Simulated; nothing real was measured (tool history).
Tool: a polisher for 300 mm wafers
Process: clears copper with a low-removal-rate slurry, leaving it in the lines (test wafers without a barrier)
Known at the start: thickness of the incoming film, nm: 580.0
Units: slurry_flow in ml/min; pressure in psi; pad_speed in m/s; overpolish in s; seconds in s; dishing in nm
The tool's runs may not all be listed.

run  hour  slurry_flow  pressure  pad_speed  slurry_solids  overpolish  seconds  dishing
  1     0          190       3.2       1.06              1          25    169.1    50.24
  2   1.1          190       3.2       1.06              1          21   167.59   43.575
  3  10.1          190       3.2       1.06              1          17    167.7   37.824
  4  16.7          190       3.2        1.3              1          17   136.54   43.707
  5  24.5          190       3.4        1.3              1          20   131.61   52.558
  6  26.1          190       2.7        1.3              1          20    162.8   43.116
  7  30.4          190         3        1.3              1          22    146.6   49.147

The next listed run, before its measurement:
  8  38.9          190       3.2        1.3              1          24        ?        ?

Run 8 gave seconds 137.75 s, dishing 57.026 nm.
